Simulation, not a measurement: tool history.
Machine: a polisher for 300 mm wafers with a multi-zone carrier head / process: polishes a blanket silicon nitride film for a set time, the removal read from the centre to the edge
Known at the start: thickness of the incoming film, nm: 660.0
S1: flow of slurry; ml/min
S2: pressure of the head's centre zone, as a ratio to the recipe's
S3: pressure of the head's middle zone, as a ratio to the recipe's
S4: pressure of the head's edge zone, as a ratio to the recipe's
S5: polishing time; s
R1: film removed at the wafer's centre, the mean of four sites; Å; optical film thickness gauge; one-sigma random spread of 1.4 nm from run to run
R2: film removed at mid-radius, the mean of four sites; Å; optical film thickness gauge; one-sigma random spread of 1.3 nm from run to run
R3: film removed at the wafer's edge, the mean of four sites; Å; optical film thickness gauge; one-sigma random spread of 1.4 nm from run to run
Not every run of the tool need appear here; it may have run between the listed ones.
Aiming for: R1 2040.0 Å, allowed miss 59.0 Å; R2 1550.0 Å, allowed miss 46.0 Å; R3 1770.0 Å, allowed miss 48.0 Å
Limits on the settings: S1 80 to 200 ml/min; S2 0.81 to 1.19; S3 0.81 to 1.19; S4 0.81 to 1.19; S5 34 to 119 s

run	hour	S1	S2	S3	S4	S5	R1	R2	R3
1	0.0	130	1.00	1.00	1.00	76	1332.5	1333.2	1351.6
2	1.6	115	1.00	1.00	1.00	76	1299.1	1271.8	1333.3
3	3.6	115	1.00	1.00	1.00	92	1572.1	1541.4	1608.8
4	7.6	115	0.92	1.00	1.00	92	1455.5	1566.0	1618.9
5	10.5	115	0.92	1.04	1.00	92	1440.9	1602.1	1620.3
6	16.5	130	0.98	0.99	1.02	92	1597.9	1604.1	1664.2
7	22.8	140	1.02	0.95	1.04	92	1700.0	1559.0	1695.1
8	30.7	150	1.05	0.93	1.05	92	1785.4	1572.4	1743.2
9	37.7	155	1.08	0.92	1.04	92	1843.8	1550.5	1730.6
10	41.1	155	1.08	0.92	1.04	92	1839.3	1566.2	1706.9
11	47.6	160	1.10	0.91	1.05	92	1892.0	1552.0	1747.6

Next run, 5 choices. One meets every target within its allowed miss, the rest don't. Which?
A	54.1	160	1.15	1.01	0.97	89	?	?	?
B	54.1	175	1.09	0.95	1.04	89	?	?	?
C	54.1	130	1.18	0.83	1.03	104	?	?	?
D	54.1	140	1.17	0.89	1.00	97	?	?	?
E	54.1	155	1.04	0.93	1.07	94	?	?	?

move	R1	R2	R3
A	1900.9	1607.5	1626.5
B	1833.2	1552.0	1689.8
C	2165.8	1525.9	1887.0
D	2042.6	1533.4	1760.5
E	1801.0	1575.2	1775.6
A: lands further from the targets than the last run did
B: lands further from the targets than the last run did
C: pushes the last run's worst result past its target
D: each result inside its tolerance
E: lands further from the targets than the last run did
The move that meets every target is D.
